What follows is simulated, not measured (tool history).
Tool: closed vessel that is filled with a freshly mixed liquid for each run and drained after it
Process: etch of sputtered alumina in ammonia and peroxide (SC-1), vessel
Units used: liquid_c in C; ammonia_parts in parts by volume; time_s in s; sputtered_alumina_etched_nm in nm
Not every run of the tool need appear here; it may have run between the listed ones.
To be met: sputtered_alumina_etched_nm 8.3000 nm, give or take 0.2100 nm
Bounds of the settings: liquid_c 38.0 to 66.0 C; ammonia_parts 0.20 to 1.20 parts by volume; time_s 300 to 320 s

| run | hour | liquid_c | ammonia_parts | time_s | sputtered_alumina_etched_nm |
|---|---|---|---|---|---|
| 1 | 0.0 | 50.0 | 0.90 | 300 | 16.3050 |
| 2 | 4.4 | 48.5 | 0.90 | 300 | 15.0070 |
| 3 | 11.6 | 47.5 | 0.90 | 300 | 14.2520 |
| 4 | 13.3 | 46.5 | 0.85 | 300 | 13.4030 |
| 5 | 20.6 | 42.5 | 0.85 | 300 | 10.6460 |
| 6 | 28.8 | 42.5 | 0.85 | 320 | 11.3860 |
| 7 | 37.5 | 42.5 | 0.85 | 320 | 11.4570 |
| 8 | 42.5 | 42.0 | 0.85 | 320 | 11.1210 |

4 candidate next runs follow, results not yet known. Just one meets every target within its allowed miss. Identify it.
| A | 47.5 | 38.5 | 0.80 | 300 | ? |
| B | 47.5 | 49.0 | 0.95 | 320 | ? |
| C | 47.5 | 49.0 | 0.90 | 320 | ? |
| D | 47.5 | 49.5 | 0.70 | 315 | ? |

| move | sputtered_alumina_etched_nm |
|---|---|
| A | 8.4422 |
| B | 16.7370 |
| C | 16.6510 |
| D | 16.4510 |
A: all results land within tolerance of their targets
B: further off than the last run
C: further off than the last run
D: further off than the last run
The move that meets every target is A.
